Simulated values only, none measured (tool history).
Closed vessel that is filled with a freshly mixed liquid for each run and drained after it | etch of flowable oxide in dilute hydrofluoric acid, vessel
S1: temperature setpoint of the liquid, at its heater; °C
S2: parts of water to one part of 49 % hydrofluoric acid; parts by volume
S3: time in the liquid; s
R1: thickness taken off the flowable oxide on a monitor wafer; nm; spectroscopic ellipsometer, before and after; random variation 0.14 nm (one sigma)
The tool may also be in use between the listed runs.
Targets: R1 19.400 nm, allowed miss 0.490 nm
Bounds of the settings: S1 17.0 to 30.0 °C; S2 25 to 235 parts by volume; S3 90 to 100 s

{"run": 1, "hour": 0.0, "S1": 22.0, "S2": 130, "S3": 90, "R1": 22.933}
{"run": 2, "hour": 2.6, "S1": 22.0, "S2": 130, "S3": 100, "R1": 25.531}
{"run": 3, "hour": 3.8, "S1": 22.0, "S2": 130, "S3": 100, "R1": 25.142}
{"run": 4, "hour": 12.7, "S1": 22.0, "S2": 90, "S3": 100, "R1": 38.724}
{"run": 5, "hour": 14.8, "S1": 21.0, "S2": 100, "S3": 100, "R1": 32.726}
{"run": 6, "hour": 17.7, "S1": 21.0, "S2": 100, "S3": 90, "R1": 29.293}
{"run": 7, "hour": 19.2, "S1": 17.0, "S2": 135, "S3": 90, "R1": 18.166}
{"run": 8, "hour": 26.3, "S1": 17.5, "S2": 135, "S3": 90, "R1": 18.303}

4 next moves are on the table. One of them brings every result within its allowed miss. Which?
{"run": "A", "hour": 33.4, "S1": 19.5, "S2": 145, "S3": 90, "R1": "?"}
{"run": "B", "hour": 33.4, "S1": 19.0, "S2": 150, "S3": 95, "R1": "?"}
{"run": "C", "hour": 33.4, "S1": 17.0, "S2": 130, "S3": 90, "R1": "?"}
{"run": "D", "hour": 33.4, "S1": 18.0, "S2": 130, "S3": 90, "R1": "?"}

move=A R1=18.318
move=B R1=18.226
move=C R1=18.734
move=D R1=19.524
A: as far off as the last run
B: further off than the last run
C: nearer than the last run, and not there yet
D: meets every target
The right move is D.
